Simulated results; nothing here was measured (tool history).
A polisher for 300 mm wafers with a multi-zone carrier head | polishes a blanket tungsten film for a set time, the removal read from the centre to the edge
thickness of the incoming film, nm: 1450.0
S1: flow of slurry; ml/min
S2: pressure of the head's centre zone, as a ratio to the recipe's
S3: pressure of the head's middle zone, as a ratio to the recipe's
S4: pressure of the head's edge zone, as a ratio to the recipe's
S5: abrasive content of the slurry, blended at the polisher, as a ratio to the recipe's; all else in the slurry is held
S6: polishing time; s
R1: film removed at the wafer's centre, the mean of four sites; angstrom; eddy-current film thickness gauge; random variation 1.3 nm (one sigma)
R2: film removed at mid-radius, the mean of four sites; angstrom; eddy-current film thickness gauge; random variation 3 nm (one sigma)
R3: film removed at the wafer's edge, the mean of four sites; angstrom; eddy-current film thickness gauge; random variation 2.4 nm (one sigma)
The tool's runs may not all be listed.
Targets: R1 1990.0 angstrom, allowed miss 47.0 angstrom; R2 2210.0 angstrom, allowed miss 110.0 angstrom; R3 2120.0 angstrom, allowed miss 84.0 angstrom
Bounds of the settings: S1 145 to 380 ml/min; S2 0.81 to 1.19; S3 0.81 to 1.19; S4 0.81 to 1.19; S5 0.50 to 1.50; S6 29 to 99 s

run 1 hour=0.0 | S1=245 S2=1.00 S3=1.00 S4=1.00 S5=1.00 S6=64 | R1=2942.8 R2=3024.2 R3=3056.0
run 2 hour=8.2 | S1=245 S2=1.04 S3=1.00 S4=1.00 S5=1.00 S6=64 | R1=3043.3 R2=3011.4 R3=2981.9
run 3 hour=14.9 | S1=245 S2=1.04 S3=1.05 S4=1.00 S5=1.00 S6=64 | R1=3076.4 R2=3039.0 R3=3009.2
run 4 hour=19.4 | S1=190 S2=1.04 S3=1.05 S4=1.00 S5=1.00 S6=64 | R1=2873.7 R2=2957.2 R3=2846.5
run 5 hour=22.9 | S1=190 S2=1.03 S3=1.04 S4=0.99 S5=0.95 S6=63 | R1=2769.0 R2=2856.8 R3=2781.8
run 6 hour=23.9 | S1=190 S2=1.02 S3=1.04 S4=0.98 S5=0.90 S6=62 | R1=2662.9 R2=2776.5 R3=2707.2
-- hour=28.6 slurry nozzle cleaned
run 7 hour=28.6 | S1=210 S2=0.93 S3=1.02 S4=0.88 S5=0.65 S6=53 | R1=2120.1 R2=2359.5 R3=2218.2
run 8 hour=29.5 | S1=205 S2=0.93 S3=1.02 S4=0.88 S5=0.65 S6=53 | R1=2115.7 R2=2329.0 R3=2225.5
run 9 hour=31.0 | S1=200 S2=0.93 S3=1.02 S4=0.88 S5=0.65 S6=53 | R1=2152.9 R2=2362.7 R3=2184.2
run 10 hour=39.0 | S1=195 S2=0.92 S3=1.01 S4=0.88 S5=0.65 S6=53 | R1=2066.7 R2=2321.7 R3=2185.7
run 11 hour=47.1 | S1=190 S2=0.92 S3=1.01 S4=0.88 S5=0.65 S6=53 | R1=2064.0 R2=2303.5 R3=2172.8
run 12 hour=48.0 | S1=185 S2=0.92 S3=1.01 S4=0.88 S5=0.65 S6=53 | R1=2068.8 R2=2287.7 R3=2167.5

Which of these 4 next moves meets every target?
run A hour=48.9 | S1=160 S2=0.91 S3=1.19 S4=0.81 S5=0.75 S6=48 | R1=? R2=? R3=?
run B hour=48.9 | S1=265 S2=0.90 S3=0.99 S4=0.88 S5=0.50 S6=52 | R1=? R2=? R3=?
run C hour=48.9 | S1=200 S2=0.97 S3=0.91 S4=0.94 S5=0.70 S6=49 | R1=? R2=? R3=?
run D hour=48.9 | S1=230 S2=0.90 S3=0.91 S4=0.84 S5=0.60 S6=48 | R1=? R2=? R3=?

move=A R1=1865.3 R2=2354.2 R3=1910.8
move=B R1=2026.7 R2=2192.0 R3=2105.3
move=C R1=2097.3 R2=1969.0 R3=2104.6
move=D R1=1894.2 R2=1914.2 R3=1950.4
A: takes the result that was furthest off past its target
B: meets every target
C: further off than the last run
D: takes the result that was furthest off past its target
The right move is B.
